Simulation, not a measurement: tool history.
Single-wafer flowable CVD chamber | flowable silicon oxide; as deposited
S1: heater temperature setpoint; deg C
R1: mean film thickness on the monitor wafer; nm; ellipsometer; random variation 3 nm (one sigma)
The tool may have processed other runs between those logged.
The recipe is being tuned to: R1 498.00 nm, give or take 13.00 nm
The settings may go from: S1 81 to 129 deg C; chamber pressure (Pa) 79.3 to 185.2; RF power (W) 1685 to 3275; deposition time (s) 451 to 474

run 1 day=0.000 | S1=105 chamber_pressure_(Pa)=132.3 RF_power_(W)=2480 deposition_time_(s)=474 | R1=329.84
run 2 day=0.042 | S1=102 chamber_pressure_(Pa)=132.4 RF_power_(W)=2480 deposition_time_(s)=474 | R1=367.83
run 3 day=0.388 | S1=102 chamber_pressure_(Pa)=132.4 RF_power_(W)=2480 deposition_time_(s)=451 | R1=351.81
run 4 day=0.488 | S1=102 chamber_pressure_(Pa)=132.4 RF_power_(W)=2480 deposition_time_(s)=474 | R1=362.84
run 5 day=0.567 | S1=107 chamber_pressure_(Pa)=132.4 RF_power_(W)=2480 deposition_time_(s)=474 | R1=304.61
run 6 day=0.621 | S1=103 chamber_pressure_(Pa)=132.5 RF_power_(W)=2480 deposition_time_(s)=474 | R1=352.34
run 7 day=0.758 | S1=100 chamber_pressure_(Pa)=132.7 RF_power_(W)=2480 deposition_time_(s)=474 | R1=398.33
run 8 day=1.012 | S1=98 chamber_pressure_(Pa)=132.7 RF_power_(W)=2480 deposition_time_(s)=474 | R1=430.87
run 9 day=1.208 | S1=93 chamber_pressure_(Pa)=132.9 RF_power_(W)=2480 deposition_time_(s)=474 | R1=523.64

Below are 5 possible settings for the next run. Only one of them brings all results inside the allowed miss of their targets. Which is it?
run A day=1.404 | S1=92 chamber_pressure_(Pa)=138.4 RF_power_(W)=2620 deposition_time_(s)=465 | R1=?
run B day=1.404 | S1=98 chamber_pressure_(Pa)=154.4 RF_power_(W)=2840 deposition_time_(s)=465 | R1=?
run C day=1.404 | S1=94 chamber_pressure_(Pa)=139.7 RF_power_(W)=2525 deposition_time_(s)=474 | R1=?
run D day=1.404 | S1=90 chamber_pressure_(Pa)=112.5 RF_power_(W)=2540 deposition_time_(s)=451 | R1=?
run E day=1.404 | S1=98 chamber_pressure_(Pa)=146.8 RF_power_(W)=2610 deposition_time_(s)=474 | R1=?

move=A R1=555.17
move=B R1=492.93
move=C R1=525.87
move=D R1=470.18
move=E R1=475.17
A: misses by more than the last run did
B: meets every target
C: misses by more than the last run did
D: takes the biggest miss from the last run beyond its target
E: takes the biggest miss from the last run beyond its target
Answer: B

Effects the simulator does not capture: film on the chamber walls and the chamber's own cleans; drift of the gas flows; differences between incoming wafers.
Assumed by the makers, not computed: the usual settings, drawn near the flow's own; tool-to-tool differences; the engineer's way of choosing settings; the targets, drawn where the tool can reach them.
